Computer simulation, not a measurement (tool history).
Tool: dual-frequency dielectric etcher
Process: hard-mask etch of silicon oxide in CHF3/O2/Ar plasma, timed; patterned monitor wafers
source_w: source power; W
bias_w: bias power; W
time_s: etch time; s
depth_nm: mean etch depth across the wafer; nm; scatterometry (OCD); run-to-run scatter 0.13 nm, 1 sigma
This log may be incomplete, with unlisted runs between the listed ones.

Run 1, hour 0.0: source_w 480 W, bias_w 127 W, time_s 32.5 s. Result: depth_nm 52.083 nm.
Run 2, hour 3.2: source_w 480 W, bias_w 105 W, time_s 32.5 s. Result: depth_nm 50.075 nm.
Run 3, hour 4.0: source_w 480 W, bias_w 96 W, time_s 32.5 s. Result: depth_nm 49.004 nm.
Run 4, hour 13.0: source_w 520 W, bias_w 101 W, time_s 32.5 s. Result: depth_nm 50.644 nm.
Run 5, hour 18.3: source_w 550 W, bias_w 109 W, time_s 32.5 s. Result: depth_nm 52.097 nm.
Run 6, hour 19.6: source_w 550 W, bias_w 109 W, time_s 32.5 s. Result: depth_nm 52.367 nm.
Run 7, hour 24.9: source_w 570 W, bias_w 115 W, time_s 32.5 s. Result: depth_nm 53.254 nm.
Run 8, hour 28.1: source_w 590 W, bias_w 122 W, time_s 32.5 s. Result: depth_nm 54.682 nm.
Run 9, hour 32.1: source_w 600 W, bias_w 127 W, time_s 32.5 s. Result: depth_nm 55.535 nm.
Run 10, hour 34.2: source_w 610 W, bias_w 130 W, time_s 32.5 s. Result: depth_nm 55.832 nm.

Predict the results of run 11:
Run 11, hour 37.0: source_w 620 W, bias_w 134 W, time_s 32.5 s. Result: depth_nm ?.

{"run 11": {"depth_nm": 56.541}}
